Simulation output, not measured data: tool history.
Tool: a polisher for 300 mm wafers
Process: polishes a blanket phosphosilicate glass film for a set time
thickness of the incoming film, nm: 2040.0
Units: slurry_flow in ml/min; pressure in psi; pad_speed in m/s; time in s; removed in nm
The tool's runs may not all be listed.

run	hour	slurry_flow	pressure	pad_speed	slurry_solids	time	removed
1	0.0	220	2.5	1.28	1.0	109	870.59
2	3.7	220	2.5	1.28	1.0	109	857.78
3	6.4	250	2.5	1.28	1.0	109	868.43
4	11.4	250	2.0	1.22	1.0	109	665.77
5	17.3	275	2.0	1.22	1.0	109	683.62
6	22.2	270	1.7	1.22	1.0	109	586.73
7	28.5	270	1.7	1.22	1.0	109	581.58
8	37.3	265	1.5	1.22	1.0	109	520.96
9	43.8	265	1.5	1.22	1.0	109	518.24
10	46.9	265	1.5	1.22	1.0	109	520.06
11	54.7	245	1.4	1.22	1.0	109	489.72
12	63.4	235	1.4	1.22	1.0	109	476.37
13	70.2	225	1.4	1.22	1.0	109	474.52
14	73.6	215	1.4	1.22	1.0	109	481.47

Forecast run 15:
15	82.5	210	1.4	1.22	1.0	109	?

{"run 15": {"removed": 468.79}}
